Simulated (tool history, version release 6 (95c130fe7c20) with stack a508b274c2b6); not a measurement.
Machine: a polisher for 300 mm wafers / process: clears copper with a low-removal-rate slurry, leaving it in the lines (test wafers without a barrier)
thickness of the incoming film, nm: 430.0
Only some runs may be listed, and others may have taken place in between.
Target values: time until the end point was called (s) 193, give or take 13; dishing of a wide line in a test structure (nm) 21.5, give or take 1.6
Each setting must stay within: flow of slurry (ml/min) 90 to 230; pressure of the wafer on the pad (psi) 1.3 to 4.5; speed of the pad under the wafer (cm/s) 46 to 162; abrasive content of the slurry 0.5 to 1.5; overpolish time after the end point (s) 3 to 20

run,day,flow of slurry (ml/min),pressure of the wafer on the pad (psi),speed of the pad under the wafer (cm/s),abrasive content of the slurry,overpolish time after the end point (s),time until the end point was called (s),dishing of a wide line in a test structure (nm)
1,0,150,2.9,104,1,10,138.78,20.233
2,0.35,150,2.8,104,1,11,145.88,20.486
3,0.375,150,2.7,104,1,12,154.05,21.142
4,0.567,150,2.6,104,1,12,156.78,21.648
5,0.867,150,2.5,104,1,12,157.58,21.183
6,1.017,150,2.4,104,1,12,168.82,20.074
7,1.329,150,2.3,104,1,12,174.4,19.697
8,1.471,150,2.1,104,1,13,197.42,18.662

4 next moves are on the table. One of them brings every result within its allowed miss. Which?
A,1.612,145,2.1,110,0.95,15,?,?
B,1.612,145,1.9,120,1.15,10,?,?
C,1.612,165,1.5,138,1.1,11,?,?
D,1.612,135,2,112,1.1,12,?,?

move,time until the end point was called (s),dishing of a wide line in a test structure (nm)
A,190.19,20.97
B,189.55,15.001
C,212.89,14.619
D,192.9,17.265
A: each result inside its tolerance
B: lands further from the targets than the last run did
C: lands further from the targets than the last run did
D: lands further from the targets than the last run did
Go with A: it meets all targets.
